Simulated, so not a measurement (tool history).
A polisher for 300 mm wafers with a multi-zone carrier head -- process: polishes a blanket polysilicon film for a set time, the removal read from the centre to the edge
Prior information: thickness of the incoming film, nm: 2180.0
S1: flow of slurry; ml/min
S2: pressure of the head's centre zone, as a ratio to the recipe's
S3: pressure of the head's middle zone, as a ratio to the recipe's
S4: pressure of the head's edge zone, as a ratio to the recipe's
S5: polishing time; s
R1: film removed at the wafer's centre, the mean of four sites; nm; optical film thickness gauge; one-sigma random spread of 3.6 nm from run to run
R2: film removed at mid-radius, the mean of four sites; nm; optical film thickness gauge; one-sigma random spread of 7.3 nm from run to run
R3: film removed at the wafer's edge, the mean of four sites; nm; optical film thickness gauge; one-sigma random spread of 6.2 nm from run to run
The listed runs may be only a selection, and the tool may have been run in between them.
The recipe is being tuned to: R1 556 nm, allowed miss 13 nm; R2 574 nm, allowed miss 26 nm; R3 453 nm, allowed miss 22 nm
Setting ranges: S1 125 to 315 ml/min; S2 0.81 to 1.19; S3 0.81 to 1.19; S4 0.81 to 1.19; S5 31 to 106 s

run,day,S1,S2,S3,S4,S5,R1,R2,R3
1,0,205,1,1,1,68,384.86,397.13,388.57
2,0.108,220,1.03,1.04,0.99,70,409.75,439.24,397.15
3,0.412,260,1.03,1.04,0.99,70,426.76,443.06,404.26
4,0.512,280,1.03,1.04,0.99,70,429.1,442.07,405.11
5,0.642,280,1.06,1.07,1,72,453.95,465.33,414.17
6,0.812,230,1.06,1.07,1,72,438.52,457.16,420.05
7,0.9,240,1.08,1.09,0.98,73,458.82,465.54,432.81
8,0.933,255,1.09,1.11,0.96,74,480.14,485.87,418.68
9,1.254,260,1.1,1.13,0.96,75,482.35,508.42,429.24

Consider the 5 candidate settings below. Which is the only one whose results all fall within their allowed miss of target?
A,1.575,175,0.89,1.19,0.92,77,?,?,?
B,1.575,250,1.12,1.12,1.01,85,?,?,?
C,1.575,245,1.06,1.13,1,85,?,?,?
D,1.575,275,1.05,1.19,0.91,90,?,?,?
E,1.575,285,1.13,1.14,0.86,83,?,?,?

move,R1,R2,R3
A,375.13,525.9,417.91
B,554.44,580.88,502.49
C,523.11,584.06,499.06
D,557.22,655.63,510.24
E,555.5,584.69,460.25
A: misses by more than the last run did
B: brings the result that was furthest off to its target, and leaves another outside
C: closer than the last run, but not yet in spec
D: brings the result that was furthest off to its target, and leaves another outside
E: meets every target
Correct choice: E, which meets every target

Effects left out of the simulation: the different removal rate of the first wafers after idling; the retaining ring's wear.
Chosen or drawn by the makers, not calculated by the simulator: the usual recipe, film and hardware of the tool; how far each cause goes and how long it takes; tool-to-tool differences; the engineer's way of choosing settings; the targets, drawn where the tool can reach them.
